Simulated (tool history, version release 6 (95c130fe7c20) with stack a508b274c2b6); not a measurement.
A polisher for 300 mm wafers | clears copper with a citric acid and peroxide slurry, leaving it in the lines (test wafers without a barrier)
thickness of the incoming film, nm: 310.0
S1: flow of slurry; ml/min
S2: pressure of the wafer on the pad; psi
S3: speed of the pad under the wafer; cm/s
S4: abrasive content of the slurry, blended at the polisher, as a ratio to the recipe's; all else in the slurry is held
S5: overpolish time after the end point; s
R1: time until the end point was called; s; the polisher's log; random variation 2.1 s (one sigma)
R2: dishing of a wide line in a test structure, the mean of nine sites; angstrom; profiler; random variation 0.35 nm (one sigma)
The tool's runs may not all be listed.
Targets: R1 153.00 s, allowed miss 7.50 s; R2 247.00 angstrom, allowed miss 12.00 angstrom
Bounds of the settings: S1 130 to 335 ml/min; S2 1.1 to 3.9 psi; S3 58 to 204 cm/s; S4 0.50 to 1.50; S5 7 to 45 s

| run | day | S1 | S2 | S3 | S4 | S5 | R1 | R2 |
|---|---|---|---|---|---|---|---|---|
| 1 | 0.000 | 215 | 2.5 | 130 | 1.00 | 23 | 152.36 | 300.27 |
| 2 | 0.104 | 255 | 2.5 | 130 | 1.00 | 23 | 149.14 | 294.02 |
| 3 | 0.208 | 255 | 2.5 | 148 | 1.00 | 23 | 133.30 | 322.65 |
| 4 | 0.412 | 255 | 2.4 | 148 | 1.00 | 22 | 142.07 | 309.11 |
| 5 | 0.508 | 255 | 2.4 | 148 | 1.15 | 22 | 136.72 | 310.53 |
| 6 | 0.808 | 255 | 2.4 | 148 | 1.25 | 22 | 133.37 | 313.58 |
| 7 | 0.862 | 255 | 2.3 | 148 | 1.25 | 21 | 138.20 | 290.48 |
| 8 | 1.033 | 255 | 2.2 | 148 | 1.25 | 20 | 144.97 | 271.51 |

4 next moves are on the table. One of them brings every result within its allowed miss. Which?
| A | 1.204 | 260 | 2.1 | 150 | 1.15 | 19 | ? | ? |
| B | 1.204 | 295 | 2.2 | 144 | 1.25 | 26 | ? | ? |
| C | 1.204 | 305 | 2.2 | 168 | 1.20 | 18 | ? | ? |
| D | 1.204 | 230 | 2.1 | 138 | 1.15 | 25 | ? | ? |

| move | R1 | R2 |
|---|---|---|
| A | 153.63 | 248.87 |
| B | 148.40 | 322.80 |
| C | 130.10 | 271.80 |
| D | 167.26 | 287.21 |
A: meets every target
B: further off than the last run
C: further off than the last run
D: further off than the last run
The right move is A.
